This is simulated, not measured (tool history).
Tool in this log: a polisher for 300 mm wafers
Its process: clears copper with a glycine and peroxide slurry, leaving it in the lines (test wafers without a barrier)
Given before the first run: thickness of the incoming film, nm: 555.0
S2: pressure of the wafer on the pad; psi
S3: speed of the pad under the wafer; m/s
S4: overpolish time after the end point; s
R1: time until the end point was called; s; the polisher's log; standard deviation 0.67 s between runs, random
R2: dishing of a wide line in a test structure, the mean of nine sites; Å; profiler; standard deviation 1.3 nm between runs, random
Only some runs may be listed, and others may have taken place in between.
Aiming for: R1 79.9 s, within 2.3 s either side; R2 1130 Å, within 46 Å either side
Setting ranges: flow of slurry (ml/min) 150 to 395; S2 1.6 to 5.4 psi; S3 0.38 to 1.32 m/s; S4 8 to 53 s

Run 1, hour 0: flow of slurry (ml/min) 250, S2 3.5 psi, S3 0.84 m/s, S4 27 s. Result: R1 97.392 s, R2 838.5 Å.
Run 2, hour 3.3: flow of slurry (ml/min) 250, S2 3.5 psi, S3 0.94 m/s, S4 27 s. Result: R1 88.939 s, R2 891.34 Å.
Run 3, hour 3.9: flow of slurry (ml/min) 250, S2 3.5 psi, S3 0.94 m/s, S4 18 s. Result: R1 89.246 s, R2 637.53 Å.
Run 4, hour 5.9: flow of slurry (ml/min) 310, S2 3.5 psi, S3 0.94 m/s, S4 18 s. Result: R1 86.131 s, R2 655.28 Å.
Run 5, hour 6.7: flow of slurry (ml/min) 310, S2 3.9 psi, S3 0.94 m/s, S4 18 s. Result: R1 79.148 s, R2 706.79 Å.
Run 6, hour 8.8: flow of slurry (ml/min) 360, S2 3.9 psi, S3 0.94 m/s, S4 18 s. Result: R1 78.991 s, R2 707.42 Å.
Run 7, hour 11: flow of slurry (ml/min) 360, S2 3.9 psi, S3 0.94 m/s, S4 20 s. Result: R1 79.784 s, R2 791.29 Å.
Run 8, hour 13.2: flow of slurry (ml/min) 360, S2 3.9 psi, S3 0.94 m/s, S4 22 s. Result: R1 77.96 s, R2 848.86 Å.
Run 9, hour 19.7: flow of slurry (ml/min) 355, S2 3.9 psi, S3 0.94 m/s, S4 23 s. Result: R1 78.354 s, R2 872.05 Å.

Which single option among these 4 for the next run brings every result within its allowed miss of target? Just one does.
Run A, hour 26.2: flow of slurry (ml/min) 395, S2 4.6 psi, S3 0.84 m/s, S4 35 s. Result: R1 ?, R2 ?.
Run B, hour 26.2: flow of slurry (ml/min) 325, S2 4.6 psi, S3 0.8 m/s, S4 39 s. Result: R1 ?, R2 ?.
Run C, hour 26.2: flow of slurry (ml/min) 340, S2 3.3 psi, S3 1.18 m/s, S4 33 s. Result: R1 ?, R2 ?.
Run D, hour 26.2: flow of slurry (ml/min) 375, S2 3.8 psi, S3 0.94 m/s, S4 34 s. Result: R1 ?, R2 ?.

move      R1      R2
   A  75.717  1207.5
   B  80.362  1247.1
   C  75.461  1112.8
   D  80.951  1112.4
A: the result that was furthest off in the last run now lies on the other side of its target
B: the result that was furthest off in the last run now lies on the other side of its target
C: puts the biggest miss on target and leaves a different result outside tolerance
D: every result within its allowed miss
D is the move that brings every result within its allowed miss.
